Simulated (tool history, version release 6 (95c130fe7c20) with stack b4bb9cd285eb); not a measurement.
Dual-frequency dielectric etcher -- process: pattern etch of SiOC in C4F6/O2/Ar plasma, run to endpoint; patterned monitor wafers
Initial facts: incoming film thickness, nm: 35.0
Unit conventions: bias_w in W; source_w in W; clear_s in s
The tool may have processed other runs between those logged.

run 1 hour=0.0 | bias_w=423 source_w=280 | clear_s=12.912
run 2 hour=7.6 | bias_w=457 source_w=280 | clear_s=12.517
run 3 hour=8.3 | bias_w=436 source_w=280 | clear_s=12.839
run 4 hour=10.8 | bias_w=483 source_w=280 | clear_s=12.090
run 5 hour=15.9 | bias_w=462 source_w=280 | clear_s=12.524
run 6 hour=19.6 | bias_w=462 source_w=320 | clear_s=11.650
run 7 hour=22.7 | bias_w=439 source_w=310 | clear_s=12.222
run 8 hour=28.8 | bias_w=419 source_w=310 | clear_s=12.407
run 9 hour=31.1 | bias_w=419 source_w=310 | clear_s=12.311
run 10 hour=38.2 | bias_w=401 source_w=300 | clear_s=12.845

Run 11 comes next. What will it give?
run 11 hour=41.1 | bias_w=385 source_w=300 | clear_s=?

clear_s: 12.985 s
